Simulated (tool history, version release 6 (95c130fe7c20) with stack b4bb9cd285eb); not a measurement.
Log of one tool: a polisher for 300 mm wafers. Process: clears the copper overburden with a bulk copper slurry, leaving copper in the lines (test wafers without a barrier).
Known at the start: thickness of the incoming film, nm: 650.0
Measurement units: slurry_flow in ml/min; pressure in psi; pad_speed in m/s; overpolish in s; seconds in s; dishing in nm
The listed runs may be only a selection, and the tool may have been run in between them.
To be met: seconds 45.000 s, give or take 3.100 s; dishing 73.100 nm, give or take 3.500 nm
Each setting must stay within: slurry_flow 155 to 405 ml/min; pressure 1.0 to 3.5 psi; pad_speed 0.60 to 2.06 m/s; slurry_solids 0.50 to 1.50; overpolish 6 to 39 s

run,hour,slurry_flow,pressure,pad_speed,slurry_solids,overpolish,seconds,dishing
1,0.0,260,2.2,1.32,1.00,20,65.079,64.516
2,2.8,260,2.2,1.20,1.00,20,70.977,63.438
3,11.6,260,2.3,1.22,1.00,19,66.158,62.726
4,17.5,260,2.4,1.22,1.00,19,66.114,64.068
5,22.2,260,2.0,1.22,1.00,19,72.864,59.256
6,26.2,260,2.0,1.06,1.00,19,84.337,56.628
7,33.0,260,2.2,1.10,1.00,18,75.719,58.788
8,37.9,260,2.4,1.12,1.00,17,71.976,60.223
9,39.6,260,2.6,1.16,1.00,16,62.993,61.005
10,40.7,260,3.2,1.20,1.00,22,55.120,71.898

Consider the 4 candidate settings below. Which is the only one whose results all fall within their allowed miss of target?
A,41.8,215,3.1,1.32,0.90,25,?,?
B,41.8,225,3.0,1.20,1.15,18,?,?
C,41.8,210,3.3,1.38,1.05,25,?,?
D,41.8,295,3.3,1.14,0.95,25,?,?

move,seconds,dishing
A,52.543,72.617
B,54.752,67.413
C,46.017,74.344
D,54.727,72.862
A: gains on the last run, yet a result remains outside its allowed miss
B: roughly where the last run was
C: hits every target within its allowed miss
D: roughly where the last run was
Move C is the one to make.

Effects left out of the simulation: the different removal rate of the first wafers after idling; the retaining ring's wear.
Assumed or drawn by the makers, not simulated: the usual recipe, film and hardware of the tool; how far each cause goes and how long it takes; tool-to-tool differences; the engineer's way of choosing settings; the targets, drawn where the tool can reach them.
